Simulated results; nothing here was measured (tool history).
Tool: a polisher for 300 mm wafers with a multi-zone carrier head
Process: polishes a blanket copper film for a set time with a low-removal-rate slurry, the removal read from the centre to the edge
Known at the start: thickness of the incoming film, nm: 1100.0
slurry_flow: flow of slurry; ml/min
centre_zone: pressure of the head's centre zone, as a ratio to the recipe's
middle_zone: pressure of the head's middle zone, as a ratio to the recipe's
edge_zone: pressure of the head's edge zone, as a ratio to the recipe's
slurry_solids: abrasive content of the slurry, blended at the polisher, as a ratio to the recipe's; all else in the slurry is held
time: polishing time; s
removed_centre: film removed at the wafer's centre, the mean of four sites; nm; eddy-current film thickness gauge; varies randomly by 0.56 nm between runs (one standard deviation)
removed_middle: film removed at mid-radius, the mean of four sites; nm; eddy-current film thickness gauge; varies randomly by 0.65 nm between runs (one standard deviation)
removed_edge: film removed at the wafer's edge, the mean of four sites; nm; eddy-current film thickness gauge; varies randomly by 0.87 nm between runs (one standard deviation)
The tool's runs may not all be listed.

{"run": 1, "hour": 0.0, "slurry_flow": 130, "centre_zone": 1, "middle_zone": 1, "edge_zone": 1, "slurry_solids": 1, "time": 36, "removed_centre": 72.614, "removed_middle": 72.636, "removed_edge": 73.064}
{"run": 2, "hour": 7.8, "slurry_flow": 130, "centre_zone": 1, "middle_zone": 1, "edge_zone": 1, "slurry_solids": 1.1, "time": 36, "removed_centre": 73.857, "removed_middle": 73.823, "removed_edge": 73.321}
{"run": 3, "hour": 14.4, "slurry_flow": 125, "centre_zone": 0.97, "middle_zone": 0.99, "edge_zone": 0.99, "slurry_solids": 1.05, "time": 36, "removed_centre": 71.708, "removed_middle": 70.975, "removed_edge": 72.885}
{"run": 4, "hour": 18.4, "slurry_flow": 125, "centre_zone": 1.05, "middle_zone": 0.99, "edge_zone": 0.99, "slurry_solids": 1.05, "time": 36, "removed_centre": 76.659, "removed_middle": 72.63, "removed_edge": 71.585}
{"run": 5, "hour": 19.4, "slurry_flow": 120, "centre_zone": 1.01, "middle_zone": 1, "edge_zone": 0.99, "slurry_solids": 0.95, "time": 36, "removed_centre": 70.61, "removed_middle": 69.351, "removed_edge": 71.042}
{"run": 6, "hour": 26.6, "slurry_flow": 120, "centre_zone": 1.01, "middle_zone": 1, "edge_zone": 0.9, "slurry_solids": 0.95, "time": 36, "removed_centre": 70.967, "removed_middle": 69.49, "removed_edge": 68.36}
{"run": 7, "hour": 30.9, "slurry_flow": 115, "centre_zone": 0.97, "middle_zone": 1.01, "edge_zone": 0.9, "slurry_solids": 0.9, "time": 36, "removed_centre": 68.284, "removed_middle": 68.209, "removed_edge": 66.57}
{"run": 8, "hour": 38.2, "slurry_flow": 80, "centre_zone": 0.87, "middle_zone": 1.06, "edge_zone": 1, "slurry_solids": 0.9, "time": 32, "removed_centre": 47.092, "removed_middle": 55.718, "removed_edge": 56.348}
{"run": 9, "hour": 42.4, "slurry_flow": 85, "centre_zone": 0.87, "middle_zone": 1.05, "edge_zone": 1.02, "slurry_solids": 0.9, "time": 32, "removed_centre": 49.12, "removed_middle": 57.841, "removed_edge": 57.337}

Predict the results of run 10:
{"run": 10, "hour": 49.6, "slurry_flow": 85, "centre_zone": 0.86, "middle_zone": 1.03, "edge_zone": 1.04, "slurry_solids": 0.95, "time": 32, "removed_centre": "?", "removed_middle": "?", "removed_edge": "?"}

Run 10 came out at removed_centre 49 nm, removed_middle 56.977 nm, removed_edge 60.424 nm.

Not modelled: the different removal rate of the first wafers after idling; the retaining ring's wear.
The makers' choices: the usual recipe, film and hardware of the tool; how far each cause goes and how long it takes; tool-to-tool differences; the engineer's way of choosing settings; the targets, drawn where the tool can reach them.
